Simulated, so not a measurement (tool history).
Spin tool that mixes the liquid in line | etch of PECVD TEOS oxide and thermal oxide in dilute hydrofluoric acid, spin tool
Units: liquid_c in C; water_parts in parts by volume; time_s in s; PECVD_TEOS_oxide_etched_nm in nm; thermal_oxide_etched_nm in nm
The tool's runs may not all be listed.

Run 1, hour 0: liquid_c 21 C, water_parts 70 parts by volume, time_s 95 s. Result: PECVD_TEOS_oxide_etched_nm 28.965 nm, thermal_oxide_etched_nm 6.7851 nm.
Run 2, hour 3.6: liquid_c 21 C, water_parts 90 parts by volume, time_s 95 s. Result: PECVD_TEOS_oxide_etched_nm 21.925 nm, thermal_oxide_etched_nm 5.215 nm.
Run 3, hour 8.2: liquid_c 22.5 C, water_parts 85 parts by volume, time_s 95 s. Result: PECVD_TEOS_oxide_etched_nm 24.626 nm, thermal_oxide_etched_nm 5.8672 nm.
Run 4, hour 9.7: liquid_c 23.5 C, water_parts 80 parts by volume, time_s 95 s. Result: PECVD_TEOS_oxide_etched_nm 27.324 nm, thermal_oxide_etched_nm 6.6434 nm.
Run 5, hour 16.5: liquid_c 23.5 C, water_parts 95 parts by volume, time_s 95 s. Result: PECVD_TEOS_oxide_etched_nm 22.752 nm, thermal_oxide_etched_nm 5.4874 nm.
Run 6, hour 20.8: liquid_c 24.5 C, water_parts 90 parts by volume, time_s 95 s. Result: PECVD_TEOS_oxide_etched_nm 25.197 nm, thermal_oxide_etched_nm 6.0493 nm.
At hour 26.1: thermometer replaced.
Run 7, hour 26.1: liquid_c 25.5 C, water_parts 85 parts by volume, time_s 95 s. Result: PECVD_TEOS_oxide_etched_nm 25.964 nm, thermal_oxide_etched_nm 6.3188 nm.

The next listed run, before its measurement:
Run 8, hour 29: liquid_c 25.5 C, water_parts 75 parts by volume, time_s 95 s. Result: PECVD_TEOS_oxide_etched_nm ?, thermal_oxide_etched_nm ?.

{"run 8": {"PECVD_TEOS_oxide_etched_nm": 29.951, "thermal_oxide_etched_nm": 7.0828}}
